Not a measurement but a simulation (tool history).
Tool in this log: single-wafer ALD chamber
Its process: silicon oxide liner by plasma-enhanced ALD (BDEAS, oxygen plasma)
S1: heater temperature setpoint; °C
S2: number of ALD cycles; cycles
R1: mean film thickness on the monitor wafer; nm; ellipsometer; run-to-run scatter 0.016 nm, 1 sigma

run 1 hour=0.0 | S1=315 S2=29 | R1=2.7129
run 2 hour=6.3 | S1=308 S2=29 | R1=2.7115
run 3 hour=10.9 | S1=308 S2=31 | R1=2.8933
run 4 hour=15.4 | S1=308 S2=32 | R1=2.9934
run 5 hour=19.2 | S1=308 S2=29 | R1=2.7279
run 6 hour=23.4 | S1=308 S2=31 | R1=2.8875

Expected results for the next run?
run 7 hour=24.7 | S1=308 S2=32 | R1=?

{"run 7": {"R1": 2.9895}}
